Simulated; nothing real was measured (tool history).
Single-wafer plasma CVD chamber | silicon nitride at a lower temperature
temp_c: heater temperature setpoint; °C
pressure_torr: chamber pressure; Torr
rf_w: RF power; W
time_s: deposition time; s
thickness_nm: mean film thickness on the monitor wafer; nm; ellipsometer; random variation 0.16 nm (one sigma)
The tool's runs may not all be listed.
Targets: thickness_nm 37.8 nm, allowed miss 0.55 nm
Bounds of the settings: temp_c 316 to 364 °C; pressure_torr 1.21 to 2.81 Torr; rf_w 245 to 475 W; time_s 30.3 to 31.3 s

run	hour	temp_c	pressure_torr	rf_w	time_s	thickness_nm
1	0	340	2.01	360	30.3	44.026
2	2.2	340	2.01	390	30.3	46.148
3	5.4	340	2.01	350	30.3	43.501
4	11.5	340	2.01	350	31.3	44.896
5	16.1	340	2.01	385	31.3	47.494
6	23.7	346	2.01	385	31.3	47.379
7	26.4	346	1.93	375	31.3	46.057
8	32.4	346	1.86	370	31.3	44.73
9	34.5	346	1.79	365	31.3	43.535
10	35.3	346	1.73	365	31.3	42.936
11	42.7	346	1.67	365	31.3	42.404
12	50.3	346	1.62	365	31.3	41.808
13	56.7	346	1.22	335	31.2	33.497
14	64.8	346	1.26	335	31.2	34.328
15	73	346	1.66	340	31.2	40.496
16	75.9	344	1.65	340	31.2	40.212
17	81.7	343	1.63	340	31.2	40.051
18	88.3	343	1.61	340	31.2	39.849
19	94.4	343	1.59	340	31.2	39.314

Which of these 5 next moves meets every target?
A	100.5	348	1.67	340	31.3	?
B	100.5	353	1.61	310	31.3	?
C	100.5	338	1.42	350	30.3	?
D	100.5	342	1.55	335	31.3	?
E	100.5	364	1.57	380	30.9	?

move	thickness_nm
A	40.632
B	37.662
C	36.974
D	38.932
E	41.316
A: further off than the last run
B: meets every target
C: takes the result that was furthest off past its target
D: nearer than the last run, and not there yet
E: further off than the last run
The right move is B.

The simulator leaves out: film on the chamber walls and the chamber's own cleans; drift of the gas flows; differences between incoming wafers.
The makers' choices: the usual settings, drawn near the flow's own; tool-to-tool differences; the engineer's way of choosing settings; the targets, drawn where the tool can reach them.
